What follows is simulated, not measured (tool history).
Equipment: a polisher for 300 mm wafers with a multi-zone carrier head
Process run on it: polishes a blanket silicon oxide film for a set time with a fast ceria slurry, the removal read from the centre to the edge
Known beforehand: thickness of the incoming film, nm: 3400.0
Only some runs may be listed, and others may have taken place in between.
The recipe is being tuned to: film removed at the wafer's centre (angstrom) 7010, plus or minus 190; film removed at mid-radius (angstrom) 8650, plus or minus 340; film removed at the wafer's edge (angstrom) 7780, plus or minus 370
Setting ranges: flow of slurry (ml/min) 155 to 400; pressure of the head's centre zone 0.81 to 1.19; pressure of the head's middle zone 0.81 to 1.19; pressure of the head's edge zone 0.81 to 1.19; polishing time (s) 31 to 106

run,hour,flow of slurry (ml/min),pressure of the head's centre zone,pressure of the head's middle zone,pressure of the head's edge zone,polishing time (s),film removed at the wafer's centre (angstrom),film removed at mid-radius (angstrom),film removed at the wafer's edge (angstrom)
1,0,255,1,1,1,68,8793.8,9039.6,9359.1
2,1.3,255,0.99,1.01,0.98,67,8607.1,9147.9,9150.6
3,6.5,315,0.99,1.01,0.98,67,8697.9,9119.5,9266
4,11.2,315,0.99,1.01,0.98,51,6837.2,7029.2,6994.5
5,15,315,1.06,1.01,0.98,51,7195.6,7018.6,7109.1
6,19,315,1.05,1.03,0.99,51,7136.5,7237,7097.4
7,22.9,315,1.04,1.04,1,51,7186.3,7340,7258.1
8,27.9,315,1.03,1.05,1.01,51,6976.4,7192.6,7221
# hour 32.1: worn pad replaced by a new one
9,32.1,315,1.02,1.06,1.01,52,8019.8,8332.7,8280.6
10,34.7,310,1,1.06,0.99,52,7821.9,8373.5,8169.5
11,43,305,0.98,1.06,0.98,51,7527.8,8359.7,8176.2
12,51.6,305,0.97,1.06,0.96,50,7304.1,8051.4,7893.8
13,55.6,305,0.96,1.06,0.94,49,7073.9,7973.7,7588.6

Which one of the following 4 next-run settings gets every result inside its allowed miss? There is exactly one.
A,59.6,335,0.95,1.04,0.97,48,?,?,?
B,59.6,320,0.9,0.93,0.98,56,?,?,?
C,59.6,335,0.97,1.19,0.84,47,?,?,?
D,59.6,345,0.87,1.06,0.84,53,?,?,?

move,film removed at the wafer's centre (angstrom),film removed at mid-radius (angstrom),film removed at the wafer's edge (angstrom)
A,6904.3,7742.3,7489.3
B,7585.5,8187.7,8764
C,6911.2,8510.4,6850.2
D,6997.8,8716.9,7754.1
A: the biggest miss grows against the last run
B: the biggest miss grows against the last run
C: the furthest-off result lands on target, but another misses its tolerance
D: meets every target
Move D is the one to make.

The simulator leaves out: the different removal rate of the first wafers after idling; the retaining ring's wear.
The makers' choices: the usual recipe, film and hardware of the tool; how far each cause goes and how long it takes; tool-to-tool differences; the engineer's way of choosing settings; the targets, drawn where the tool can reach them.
